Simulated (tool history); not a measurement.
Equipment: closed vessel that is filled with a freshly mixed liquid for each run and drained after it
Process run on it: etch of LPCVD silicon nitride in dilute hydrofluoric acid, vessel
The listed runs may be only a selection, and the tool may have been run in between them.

| run | hour | temperature setpoint of the liquid (°C) | parts of water to one part of 49 % hydrofluoric acid (parts by volume) | time in the liquid (s) | thickness taken off the LPCVD silicon nitride on a monitor wafer (nm) |
|---|---|---|---|---|---|
| 1 | 0.0 | 23.0 | 175 | 855 | 2.4926 |
| 2 | 1.7 | 23.0 | 150 | 855 | 2.8930 |
| 3 | 4.6 | 24.5 | 135 | 855 | 3.5281 |
| 4 | 14.0 | 26.0 | 125 | 855 | 4.1849 |
| 5 | 21.5 | 26.0 | 95 | 855 | 5.5473 |
| 6 | 27.3 | 26.5 | 95 | 855 | 5.7580 |
| 7 | 36.9 | 27.0 | 95 | 855 | 5.8770 |
| 8 | 42.3 | 27.0 | 95 | 855 | 5.9100 |
| 9 | 43.9 | 27.0 | 95 | 855 | 5.9194 |
| 10 | 50.0 | 27.5 | 95 | 855 | 6.0286 |

For run 11, what comes out?
| 11 | 51.9 | 28.0 | 95 | 855 | ? |

{"run 11": {"thickness taken off the LPCVD silicon nitride on a monitor wafer (nm)": 6.3971}}
